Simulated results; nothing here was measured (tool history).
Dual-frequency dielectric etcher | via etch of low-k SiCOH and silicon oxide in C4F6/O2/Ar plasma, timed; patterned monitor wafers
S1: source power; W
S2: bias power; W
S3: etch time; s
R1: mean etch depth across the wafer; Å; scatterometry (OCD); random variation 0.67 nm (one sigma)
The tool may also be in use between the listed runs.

Run 1, day 0.000: S1 330 W, S2 182 W, S3 53 s. Result: R1 1197.2 Å.
Run 2, day 0.338: S1 290 W, S2 182 W, S3 53 s. Result: R1 1147.8 Å.
Run 3, day 0.608: S1 320 W, S2 182 W, S3 53 s. Result: R1 1185.3 Å.
Run 4, day 0.883: S1 320 W, S2 182 W, S3 53 s. Result: R1 1173.5 Å.
Run 5, day 0.983: S1 320 W, S2 182 W, S3 53 s. Result: R1 1176.9 Å.
Run 6, day 1.221: S1 330 W, S2 185 W, S3 53 s. Result: R1 1187.1 Å.

Run 7 comes next. What will it give?
Run 7, day 1.346: S1 340 W, S2 191 W, S3 53 s. Result: R1 ?.

{"run 7": {"R1": 1237.0}}
